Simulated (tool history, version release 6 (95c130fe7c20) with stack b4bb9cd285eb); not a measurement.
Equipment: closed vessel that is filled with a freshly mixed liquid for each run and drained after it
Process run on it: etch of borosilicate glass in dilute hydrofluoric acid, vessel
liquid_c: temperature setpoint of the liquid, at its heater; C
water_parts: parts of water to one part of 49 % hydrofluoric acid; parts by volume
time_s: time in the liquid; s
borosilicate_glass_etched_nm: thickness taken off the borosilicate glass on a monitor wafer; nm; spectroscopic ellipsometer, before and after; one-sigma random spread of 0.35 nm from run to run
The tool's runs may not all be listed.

{"run": 1, "hour": 0.0, "liquid_c": 23, "water_parts": 45, "time_s": 100, "borosilicate_glass_etched_nm": 92.159}
{"run": 2, "hour": 4.2, "liquid_c": 22, "water_parts": 45, "time_s": 100, "borosilicate_glass_etched_nm": 87.932}
{"run": 3, "hour": 9.2, "liquid_c": 22, "water_parts": 55, "time_s": 100, "borosilicate_glass_etched_nm": 71.087}
{"run": 4, "hour": 17.7, "liquid_c": 22, "water_parts": 45, "time_s": 100, "borosilicate_glass_etched_nm": 87.712}
{"run": 5, "hour": 23.6, "liquid_c": 22, "water_parts": 45, "time_s": 100, "borosilicate_glass_etched_nm": 89.214}
{"run": 6, "hour": 27.5, "liquid_c": 22, "water_parts": 45, "time_s": 105, "borosilicate_glass_etched_nm": 92.444}
{"run": 7, "hour": 31.9, "liquid_c": 21, "water_parts": 45, "time_s": 105, "borosilicate_glass_etched_nm": 88.6}
{"run": 8, "hour": 40.8, "liquid_c": 20.5, "water_parts": 45, "time_s": 105, "borosilicate_glass_etched_nm": 86.204}

Forecast run 9:
{"run": 9, "hour": 43.0, "liquid_c": 20, "water_parts": 45, "time_s": 105, "borosilicate_glass_etched_nm": "?"}

For run 9 the tool returned borosilicate_glass_etched_nm 85.026 nm.

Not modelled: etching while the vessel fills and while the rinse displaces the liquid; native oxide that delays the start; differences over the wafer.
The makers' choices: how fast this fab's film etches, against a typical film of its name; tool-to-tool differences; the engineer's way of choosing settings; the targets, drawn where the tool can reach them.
